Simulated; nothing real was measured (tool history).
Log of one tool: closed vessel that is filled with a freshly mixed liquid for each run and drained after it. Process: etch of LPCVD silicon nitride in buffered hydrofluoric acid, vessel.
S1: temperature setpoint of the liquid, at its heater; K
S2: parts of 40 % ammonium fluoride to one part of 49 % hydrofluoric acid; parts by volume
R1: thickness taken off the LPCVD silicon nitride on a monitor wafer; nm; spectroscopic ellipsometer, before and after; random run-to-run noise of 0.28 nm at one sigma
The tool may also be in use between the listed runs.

Run 1, hour 0.0: S1 295.15 K, S2 11.5 parts by volume, time in the liquid (s) 3220. Result: R1 38.397 nm.
Run 2, hour 5.9: S1 296.65 K, S2 11.5 parts by volume, time in the liquid (s) 3220. Result: R1 41.663 nm.
Run 3, hour 11.2: S1 295.65 K, S2 11.5 parts by volume, time in the liquid (s) 3220. Result: R1 39.213 nm.
Run 4, hour 16.3: S1 294.65 K, S2 11.5 parts by volume, time in the liquid (s) 3220. Result: R1 37.013 nm.
Run 5, hour 20.9: S1 294.15 K, S2 11.5 parts by volume, time in the liquid (s) 3220. Result: R1 36.085 nm.
Run 6, hour 25.2: S1 294.15 K, S2 11.5 parts by volume, time in the liquid (s) 3220. Result: R1 37.076 nm.
Run 7, hour 30.1: S1 293.15 K, S2 11.5 parts by volume, time in the liquid (s) 3220. Result: R1 34.534 nm.

Run 8 has not been measured yet. What should we expect?
Run 8, hour 36.5: S1 292.65 K, S2 11.5 parts by volume, time in the liquid (s) 3220. Result: R1 ?.

{"run 8": {"R1": 33.738}}

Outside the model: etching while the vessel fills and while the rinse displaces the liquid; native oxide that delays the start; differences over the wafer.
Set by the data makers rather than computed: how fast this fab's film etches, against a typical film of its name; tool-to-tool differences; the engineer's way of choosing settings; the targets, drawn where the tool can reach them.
